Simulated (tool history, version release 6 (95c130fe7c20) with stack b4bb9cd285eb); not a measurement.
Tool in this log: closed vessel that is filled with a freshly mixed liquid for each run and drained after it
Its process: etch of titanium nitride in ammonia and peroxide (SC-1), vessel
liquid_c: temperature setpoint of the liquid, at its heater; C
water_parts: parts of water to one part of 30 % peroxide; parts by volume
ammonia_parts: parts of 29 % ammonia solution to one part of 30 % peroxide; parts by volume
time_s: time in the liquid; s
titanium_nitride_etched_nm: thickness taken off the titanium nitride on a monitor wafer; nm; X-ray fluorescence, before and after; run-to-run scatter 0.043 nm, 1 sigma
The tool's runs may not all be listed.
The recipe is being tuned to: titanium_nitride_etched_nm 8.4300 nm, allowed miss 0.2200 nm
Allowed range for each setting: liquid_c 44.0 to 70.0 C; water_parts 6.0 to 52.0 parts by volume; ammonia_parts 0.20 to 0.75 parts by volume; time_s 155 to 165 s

run,hour,liquid_c,water_parts,ammonia_parts,time_s,titanium_nitride_etched_nm
1,0.0,60.0,29.0,0.45,155,14.4850
2,5.9,60.0,23.0,0.45,155,16.7430
3,12.8,64.5,23.0,0.45,155,22.3240
4,20.8,64.5,23.0,0.45,155,22.3810
5,28.9,68.0,23.0,0.45,155,27.5360
6,34.3,68.0,28.0,0.45,155,24.7970
7,37.0,60.0,28.5,0.45,155,14.8750
8,43.8,59.0,28.5,0.45,155,13.9030
9,50.3,51.0,28.5,0.45,155,8.1306
# hour 55.3: thermometer replaced
10,55.3,51.5,28.5,0.45,155,7.2368
11,63.5,55.0,28.5,0.45,155,9.2025
12,70.7,54.5,28.5,0.45,155,8.8899

Which one of the following 5 next-run settings gets every result inside its allowed miss? There is exactly one.
A,77.9,56.5,37.0,0.55,155,?
B,77.9,56.5,25.5,0.20,155,?
C,77.9,54.0,30.0,0.45,165,?
D,77.9,53.5,29.0,0.45,160,?
E,77.9,54.0,30.5,0.55,160,?

move,titanium_nitride_etched_nm
A,9.1134
B,9.2794
C,8.8959
D,8.5009
E,8.8784
A: the biggest miss grows against the last run
B: the biggest miss grows against the last run
C: neither nearer nor further off than the last run
D: all results land within tolerance of their targets
E: neither nearer nor further off than the last run
The move that meets every target is D.

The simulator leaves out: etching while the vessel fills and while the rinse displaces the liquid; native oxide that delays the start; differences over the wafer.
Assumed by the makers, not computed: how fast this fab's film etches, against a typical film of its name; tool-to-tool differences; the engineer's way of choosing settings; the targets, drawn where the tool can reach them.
